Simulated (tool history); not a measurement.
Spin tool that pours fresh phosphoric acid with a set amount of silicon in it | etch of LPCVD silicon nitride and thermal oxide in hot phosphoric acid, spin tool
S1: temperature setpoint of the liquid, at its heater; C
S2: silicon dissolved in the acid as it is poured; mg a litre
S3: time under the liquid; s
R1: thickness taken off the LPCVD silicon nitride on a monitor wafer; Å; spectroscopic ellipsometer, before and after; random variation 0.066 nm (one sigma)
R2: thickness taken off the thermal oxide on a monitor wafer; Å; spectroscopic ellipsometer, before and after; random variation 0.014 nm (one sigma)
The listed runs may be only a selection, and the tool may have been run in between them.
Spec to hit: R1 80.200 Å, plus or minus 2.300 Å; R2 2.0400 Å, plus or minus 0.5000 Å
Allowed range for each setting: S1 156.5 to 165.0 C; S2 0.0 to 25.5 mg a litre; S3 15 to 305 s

run	hour	S1	S2	S3	R1	R2
1	0.0	160.0	11.0	155	129.650	3.7088
2	6.4	159.0	11.0	135	109.290	2.6612
3	7.9	159.0	11.0	190	154.820	3.7879
4	12.5	159.0	11.0	145	120.280	2.9450
5	21.1	157.5	11.0	145	114.000	2.7827
6	22.1	159.0	11.0	145	117.810	3.0519
7	25.7	158.5	10.5	125	99.829	2.7268
8	30.5	156.5	13.5	100	75.054	1.6233
9	39.0	157.0	12.5	100	77.197	1.6755
10	46.9	157.5	11.5	100	77.358	1.8655

Which one of the following 5 next-run settings gets every result inside its allowed miss? There is exactly one.
A	54.8	157.5	12.0	95	?	?
B	54.8	159.0	12.5	105	?	?
C	54.8	158.0	6.0	95	?	?
D	54.8	156.5	25.5	100	?	?
E	54.8	157.0	10.0	105	?	?

move	R1	R2
A	73.206	1.8085
B	85.127	2.2099
C	74.459	2.1395
D	74.479	1.2115
E	79.547	2.0148
A: its largest miss is bigger than the last run's
B: the result that was furthest off in the last run now lies on the other side of its target
C: its largest miss is bigger than the last run's
D: its largest miss is bigger than the last run's
E: all results in spec
E is the move that brings every result within its allowed miss.

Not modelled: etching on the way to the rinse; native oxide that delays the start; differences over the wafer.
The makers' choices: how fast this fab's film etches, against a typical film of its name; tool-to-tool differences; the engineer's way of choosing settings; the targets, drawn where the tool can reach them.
